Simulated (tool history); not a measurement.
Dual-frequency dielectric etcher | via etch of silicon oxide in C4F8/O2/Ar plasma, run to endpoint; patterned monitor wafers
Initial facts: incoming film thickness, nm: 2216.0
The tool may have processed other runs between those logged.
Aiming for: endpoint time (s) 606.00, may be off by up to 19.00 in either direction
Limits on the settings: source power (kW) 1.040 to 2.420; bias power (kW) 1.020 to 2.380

run,hour,source power (kW),bias power (kW),endpoint time (s)
1,0.0,1.730,1.700,493.01
2,8.9,1.920,1.700,473.91
3,17.2,1.920,1.533,485.22
4,19.1,2.130,1.533,462.41
# hour 27.9: source power generator calibrated
5,27.9,1.890,1.410,503.66
6,35.3,1.890,1.189,523.35
7,40.6,1.760,1.142,540.23
8,48.3,1.640,1.108,568.46

Next run, 5 choices. One meets every target within its allowed miss, the rest don't. Which?
A,56.0,1.170,1.020,?
B,56.0,1.150,1.020,?
C,56.0,1.700,1.020,?
D,56.0,1.410,1.055,?
E,56.0,1.100,1.020,?

move,endpoint time (s)
A,641.41
B,645.09
C,563.91
D,597.12
E,654.62
A: takes the result that was furthest off past its target
B: takes the result that was furthest off past its target
C: the biggest miss grows against the last run
D: meets every target
E: takes the result that was furthest off past its target
Go with D: it meets all targets.
